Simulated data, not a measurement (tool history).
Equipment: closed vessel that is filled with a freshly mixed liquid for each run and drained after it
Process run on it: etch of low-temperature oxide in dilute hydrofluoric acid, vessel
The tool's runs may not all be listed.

| run | day | temperature setpoint of the liquid (K) | parts of water to one part of 49 % hydrofluoric acid (parts by volume) | time in the liquid (s) | thickness taken off the low-temperature oxide on a monitor wafer (angstrom) |
|---|---|---|---|---|---|
| 1 | 0.000 | 298.15 | 280 | 590 | 193.24 |
| 2 | 0.367 | 298.15 | 280 | 425 | 136.85 |
| 3 | 0.667 | 301.15 | 280 | 425 | 154.02 |
| 4 | 0.812 | 301.15 | 235 | 425 | 190.80 |
| 5 | 0.904 | 301.15 | 235 | 590 | 263.43 |
|  | 1.104 | thermometer replaced |
| 6 | 1.104 | 301.65 | 230 | 590 | 288.09 |
| 7 | 1.388 | 302.15 | 225 | 590 | 305.30 |
| 8 | 1.504 | 302.65 | 225 | 590 | 309.73 |
| 9 | 1.704 | 303.15 | 225 | 590 | 314.81 |
| 10 | 1.954 | 303.65 | 225 | 590 | 320.58 |
| 11 | 2.079 | 304.15 | 220 | 590 | 332.63 |

Expected results for the next run?
| 12 | 2.167 | 304.15 | 215 | 590 | ? |

Run 12 came out at thickness taken off the low-temperature oxide on a monitor wafer (angstrom) 344.67.

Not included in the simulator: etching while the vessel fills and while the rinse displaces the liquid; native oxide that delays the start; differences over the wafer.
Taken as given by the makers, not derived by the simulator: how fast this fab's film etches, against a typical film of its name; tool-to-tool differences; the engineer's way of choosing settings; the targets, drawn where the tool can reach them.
